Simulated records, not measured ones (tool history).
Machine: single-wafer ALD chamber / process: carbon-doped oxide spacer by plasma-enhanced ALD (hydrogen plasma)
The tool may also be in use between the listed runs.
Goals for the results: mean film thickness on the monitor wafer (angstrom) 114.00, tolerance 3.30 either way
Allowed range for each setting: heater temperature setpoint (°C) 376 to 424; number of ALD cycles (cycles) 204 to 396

run  hour  heater temperature setpoint (°C)  number of ALD cycles (cycles)  mean film thickness on the monitor wafer (angstrom)
  1   0.0                               400                            300                                               155.29
  2   1.1                               410                            300                                               149.13
  3   4.5                               411                            286                                               141.72
  4   7.7                               412                            275                                               136.34
  5  11.5                               413                            266                                               130.63
  6  12.7                               414                            259                                               127.24
  7  16.6                               415                            221                                               108.65
  8  24.0                               415                            223                                               109.12
  9  27.3                               415                            225                                               110.01

Next run, 5 choices. One meets every target within its allowed miss, the rest don't. Which?
  A  30.6                               424                            225                                                    ?
  B  30.6                               415                            212                                                    ?
  C  30.6                               419                            236                                                    ?
  D  30.6                               418                            217                                                    ?
  E  30.6                               420                            214                                                    ?

move  mean film thickness on the monitor wafer (angstrom)
   A                                               107.23
   B                                               104.22
   C                                               114.44
   D                                               105.59
   E                                               103.42
A: misses by more than the last run did
B: misses by more than the last run did
C: all results in spec
D: misses by more than the last run did
E: misses by more than the last run did
Answer: C

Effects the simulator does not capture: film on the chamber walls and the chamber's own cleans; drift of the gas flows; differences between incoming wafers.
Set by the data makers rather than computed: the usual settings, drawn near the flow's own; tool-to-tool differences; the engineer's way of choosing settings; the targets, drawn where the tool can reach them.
